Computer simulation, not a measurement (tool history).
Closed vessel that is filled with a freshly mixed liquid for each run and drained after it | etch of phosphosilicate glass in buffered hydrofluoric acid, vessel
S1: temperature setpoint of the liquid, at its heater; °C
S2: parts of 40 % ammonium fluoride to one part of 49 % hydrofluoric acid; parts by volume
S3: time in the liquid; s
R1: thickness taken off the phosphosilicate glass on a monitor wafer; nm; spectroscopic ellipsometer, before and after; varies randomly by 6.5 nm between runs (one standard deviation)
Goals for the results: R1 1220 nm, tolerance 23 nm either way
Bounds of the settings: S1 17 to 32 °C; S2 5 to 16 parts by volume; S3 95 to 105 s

Run 1, hour 0: S1 25 °C, S2 9.5 parts by volume, S3 95 s. Result: R1 1015.3 nm.
Run 2, hour 5.5: S1 25 °C, S2 9.5 parts by volume, S3 105 s. Result: R1 1119.8 nm.
Run 3, hour 11.2: S1 25 °C, S2 9.5 parts by volume, S3 95 s. Result: R1 1013.5 nm.
Run 4, hour 19.7: S1 25 °C, S2 9.5 parts by volume, S3 95 s. Result: R1 1017.2 nm.
Run 5, hour 23.8: S1 26 °C, S2 9.5 parts by volume, S3 95 s. Result: R1 1067.4 nm.
Run 6, hour 30.5: S1 26 °C, S2 7.5 parts by volume, S3 95 s. Result: R1 1339 nm.
Run 7, hour 38.2: S1 25.5 °C, S2 7.5 parts by volume, S3 95 s. Result: R1 1321 nm.
Run 8, hour 42.4: S1 25 °C, S2 7.5 parts by volume, S3 95 s. Result: R1 1277.4 nm.
Run 9, hour 48.6: S1 24.5 °C, S2 7.5 parts by volume, S3 95 s. Result: R1 1246.3 nm.

Which single option among these 4 for the next run brings every result within its allowed miss of target? Just one does.
Run A, hour 54.8: S1 25 °C, S2 7.5 parts by volume, S3 95 s. Result: R1 ?.
Run B, hour 54.8: S1 23.5 °C, S2 7 parts by volume, S3 95 s. Result: R1 ?.
Run C, hour 54.8: S1 25.5 °C, S2 8 parts by volume, S3 95 s. Result: R1 ?.
Run D, hour 54.8: S1 20 °C, S2 5.5 parts by volume, S3 95 s. Result: R1 ?.

move      R1
   A  1269.1
   B  1260.2
   C    1216
   D    1278
A: misses by more than the last run did
B: misses by more than the last run did
C: hits every target within its allowed miss
D: misses by more than the last run did
C is the move that brings every result within its allowed miss.
